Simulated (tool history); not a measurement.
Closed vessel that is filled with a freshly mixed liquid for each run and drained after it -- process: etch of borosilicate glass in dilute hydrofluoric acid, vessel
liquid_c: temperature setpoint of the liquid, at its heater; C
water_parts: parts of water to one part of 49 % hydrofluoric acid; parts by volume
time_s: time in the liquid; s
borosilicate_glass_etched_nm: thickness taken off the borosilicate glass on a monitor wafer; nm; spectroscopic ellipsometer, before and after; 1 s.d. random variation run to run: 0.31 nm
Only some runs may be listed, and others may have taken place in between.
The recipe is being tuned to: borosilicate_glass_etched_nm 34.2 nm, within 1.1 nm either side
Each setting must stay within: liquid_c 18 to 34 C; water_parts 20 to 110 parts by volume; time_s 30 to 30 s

Run 1, hour 0: liquid_c 26 C, water_parts 60 parts by volume, time_s 30 s. Result: borosilicate_glass_etched_nm 17.6 nm.
Run 2, hour 7.4: liquid_c 26 C, water_parts 60 parts by volume, time_s 30 s. Result: borosilicate_glass_etched_nm 17.294 nm.
Run 3, hour 10.9: liquid_c 27.5 C, water_parts 55 parts by volume, time_s 30 s. Result: borosilicate_glass_etched_nm 20.408 nm.
Run 4, hour 17.3: liquid_c 25.5 C, water_parts 55 parts by volume, time_s 30 s. Result: borosilicate_glass_etched_nm 18.778 nm.
Run 5, hour 23.3: liquid_c 25.5 C, water_parts 55 parts by volume, time_s 30 s. Result: borosilicate_glass_etched_nm 18.773 nm.
At hour 27: hydrofluoric acid flow meter replaced.
Run 6, hour 27: liquid_c 28 C, water_parts 55 parts by volume, time_s 30 s. Result: borosilicate_glass_etched_nm 23.552 nm.
Run 7, hour 29.7: liquid_c 29 C, water_parts 55 parts by volume, time_s 30 s. Result: borosilicate_glass_etched_nm 24.638 nm.
Run 8, hour 38.1: liquid_c 30 C, water_parts 55 parts by volume, time_s 30 s. Result: borosilicate_glass_etched_nm 25.529 nm.
Run 9, hour 42.2: liquid_c 31 C, water_parts 55 parts by volume, time_s 30 s. Result: borosilicate_glass_etched_nm 26.299 nm.
Run 10, hour 45.8: liquid_c 31.5 C, water_parts 55 parts by volume, time_s 30 s. Result: borosilicate_glass_etched_nm 27.238 nm.

Pick the move, out of 4, that brings all results within their allowed miss; only one does.
Run A, hour 49.4: liquid_c 31 C, water_parts 40 parts by volume, time_s 30 s. Result: borosilicate_glass_etched_nm ?.
Run B, hour 49.4: liquid_c 29 C, water_parts 40 parts by volume, time_s 30 s. Result: borosilicate_glass_etched_nm ?.
Run C, hour 49.4: liquid_c 34 C, water_parts 45 parts by volume, time_s 30 s. Result: borosilicate_glass_etched_nm ?.
Run D, hour 49.4: liquid_c 33.5 C, water_parts 45 parts by volume, time_s 30 s. Result: borosilicate_glass_etched_nm ?.

move  borosilicate_glass_etched_nm
   A                        36.707
   B                        33.911
   C                        36.351
   D                        35.662
A: carries the result that was furthest off beyond its target, to the other side
B: meets every target
C: carries the result that was furthest off beyond its target, to the other side
D: carries the result that was furthest off beyond its target, to the other side
Answer: B
